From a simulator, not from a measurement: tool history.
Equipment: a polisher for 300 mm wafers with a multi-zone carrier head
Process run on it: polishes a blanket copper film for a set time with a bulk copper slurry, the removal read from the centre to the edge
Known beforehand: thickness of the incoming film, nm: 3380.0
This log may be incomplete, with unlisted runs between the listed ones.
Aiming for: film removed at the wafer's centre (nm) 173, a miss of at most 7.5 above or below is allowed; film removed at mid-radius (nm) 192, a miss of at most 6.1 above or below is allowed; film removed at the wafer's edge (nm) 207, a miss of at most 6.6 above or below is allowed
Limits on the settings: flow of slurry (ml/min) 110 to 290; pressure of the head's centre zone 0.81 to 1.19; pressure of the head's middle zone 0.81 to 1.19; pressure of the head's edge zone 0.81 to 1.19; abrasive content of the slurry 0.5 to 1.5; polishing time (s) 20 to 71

run,day,flow of slurry (ml/min),pressure of the head's centre zone,pressure of the head's middle zone,pressure of the head's edge zone,abrasive content of the slurry,polishing time (s),film removed at the wafer's centre (nm),film removed at mid-radius (nm),film removed at the wafer's edge (nm)
1,0,185,1,1,1,1,45,329.81,340.13,354.87
2,0.167,185,1,1,1.06,1,45,331.53,345.98,368.1
3,0.371,180,0.99,0.99,1.04,0.95,43,306.5,318.53,342.82
4,0.629,180,0.98,0.99,1.02,0.9,42,288.93,306.58,331.39
5,0.742,165,0.98,0.99,1.02,0.9,42,283.31,303.94,326.66
6,0.983,165,0.98,0.99,1.01,0.85,41,276.47,293.09,312.68
7,1.012,160,0.97,0.98,1,0.8,40,268.31,281.54,298.61
8,1.104,155,0.96,0.97,0.99,0.75,39,252.22,263.2,285.3
9,1.212,150,0.95,0.97,0.98,0.7,38,234.67,247.7,273.74
10,1.438,150,0.94,0.97,0.97,0.7,37,229.02,242.1,263.98
11,1.7,150,0.93,0.97,0.96,0.7,37,223.55,242.54,263.05
12,1.85,140,0.88,0.91,0.86,0.5,29,156.01,168.28,179.8
13,2.083,145,0.88,0.91,0.87,0.5,29,152,167.98,181.61
14,2.367,150,0.89,0.92,0.88,0.5,29,155.52,172.75,181.63
15,2.662,150,0.89,0.92,0.89,0.5,29,157.15,169.13,184.69
16,2.992,150,0.89,0.93,0.9,0.5,29,160.83,172.53,187.08
17,3.075,150,0.89,0.94,0.91,0.5,29,160.72,174.97,185.57
18,3.283,150,0.89,0.94,0.92,0.5,29,160.14,172.94,183.81
# day 3.458: centre zone pressure recalibrated
19,3.458,150,0.89,0.94,0.92,0.55,29,174.13,176.39,190.53
20,3.758,150,0.9,0.94,0.92,0.55,29,174.84,176.81,191.98
21,3.842,150,0.89,0.94,0.92,0.55,29,172.16,174.28,190.86
22,4.204,150,0.89,0.94,0.92,0.55,29,177.59,173.47,189.76
23,4.442,150,0.9,0.94,0.92,0.55,29,178.64,175.28,190.59
24,4.471,185,0.81,1.02,1.02,0.65,29,178.22,203.51,209.7
25,4.646,185,0.81,1.02,1.02,0.65,29,179.83,205.75,212.89

Exercise: of the 5 proposed moves below, exactly one satisfies all targets within the stated allowed misses. Which move is it?
A,4.821,170,0.87,0.9,1.05,0.75,30,?,?,?
B,4.821,160,0.82,0.91,1.05,0.6,29,?,?,?
C,4.821,190,0.82,1.06,1.03,0.7,28,?,?,?
D,4.821,135,0.81,0.96,0.95,0.8,29,?,?,?
E,4.821,230,0.97,1.04,1.04,0.65,26,?,?,?

move,film removed at the wafer's centre (nm),film removed at mid-radius (nm),film removed at the wafer's edge (nm)
A,198.91,192.38,228.04
B,172.58,176.87,208.28
C,178.2,206.73,210.01
D,175.21,190.4,206.1
E,192.14,190.79,196.75
A: brings the last run's worst result on target, with another outside its allowed miss
B: moves the result that the last run missed by most past its target, out the other side
C: the biggest miss grows against the last run
D: meets every target
E: brings the last run's worst result on target, with another outside its allowed miss
D meets every target.

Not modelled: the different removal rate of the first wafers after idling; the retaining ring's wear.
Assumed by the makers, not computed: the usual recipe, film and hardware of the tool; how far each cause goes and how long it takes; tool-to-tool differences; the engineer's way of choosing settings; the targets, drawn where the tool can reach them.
